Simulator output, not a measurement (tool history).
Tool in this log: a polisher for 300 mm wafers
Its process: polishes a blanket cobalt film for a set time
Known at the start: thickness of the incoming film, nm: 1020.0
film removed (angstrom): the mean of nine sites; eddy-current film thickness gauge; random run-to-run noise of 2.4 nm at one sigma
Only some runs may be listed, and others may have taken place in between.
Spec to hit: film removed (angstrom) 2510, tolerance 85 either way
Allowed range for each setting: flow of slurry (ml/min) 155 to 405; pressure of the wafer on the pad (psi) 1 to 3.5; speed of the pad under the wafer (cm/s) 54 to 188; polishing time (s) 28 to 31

run	hour	flow of slurry (ml/min)	pressure of the wafer on the pad (psi)	speed of the pad under the wafer (cm/s)	polishing time (s)	film removed (angstrom)
1	0	260	2.2	120	31	1555.7
2	4	260	2.2	150	31	1861.1
3	11	260	2.4	150	31	1990.9
4	12.9	260	2.4	150	28	1767.5
5	14	260	2.7	152	28	1891.7
6	22.3	260	2.5	152	28	1826.2
7	23.9	260	2.8	158	28	2048.4
8	26.6	260	3	160	28	2130.8
9	28	260	3.2	164	28	2357.2
10	35.2	260	3.3	164	28	2374.9
11	37.4	260	3.4	164	28	2395.1

Of the 5 settings listed for the next run, only one would bring every result within its allowed miss of target. Which one?
A	39.6	260	3.5	156	30	?
B	39.6	215	3	160	30	?
C	39.6	310	3.5	160	30	?
D	39.6	285	3.5	158	31	?
E	39.6	260	3.3	166	28	?

move	film removed (angstrom)
A	2512.4
B	2255.2
C	2615.8
D	2651.5
E	2377
A: every result within its allowed miss
B: the biggest miss grows against the last run
C: pushes the last run's worst result past its target
D: pushes the last run's worst result past its target
E: the biggest miss grows against the last run
Correct choice: A, which meets every target

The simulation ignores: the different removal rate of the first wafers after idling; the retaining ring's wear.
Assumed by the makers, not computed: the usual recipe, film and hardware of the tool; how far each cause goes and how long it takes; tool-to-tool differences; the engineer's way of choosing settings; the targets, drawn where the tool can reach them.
